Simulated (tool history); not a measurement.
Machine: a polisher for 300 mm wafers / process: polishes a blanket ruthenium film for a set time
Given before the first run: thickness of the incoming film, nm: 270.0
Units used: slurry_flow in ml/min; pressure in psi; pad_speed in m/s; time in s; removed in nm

run 1 hour=0.0 | slurry_flow=130 pressure=1.3 pad_speed=1.06 time=43 | removed=29.346
run 2 hour=3.6 | slurry_flow=130 pressure=1.5 pad_speed=1.06 time=43 | removed=33.238
run 3 hour=5.4 | slurry_flow=130 pressure=1.5 pad_speed=1.06 time=43 | removed=33.760
run 4 hour=9.7 | slurry_flow=100 pressure=1.5 pad_speed=1.06 time=43 | removed=31.347
run 5 hour=12.1 | slurry_flow=95 pressure=1.2 pad_speed=1.06 time=43 | removed=24.914
run 6 hour=13.4 | slurry_flow=95 pressure=1.4 pad_speed=1.06 time=43 | removed=28.831

Run 7 comes next. What will it give?
run 7 hour=14.3 | slurry_flow=90 pressure=1.2 pad_speed=1.06 time=43 | removed=?

Run 7 yielded removed 24.514 nm.
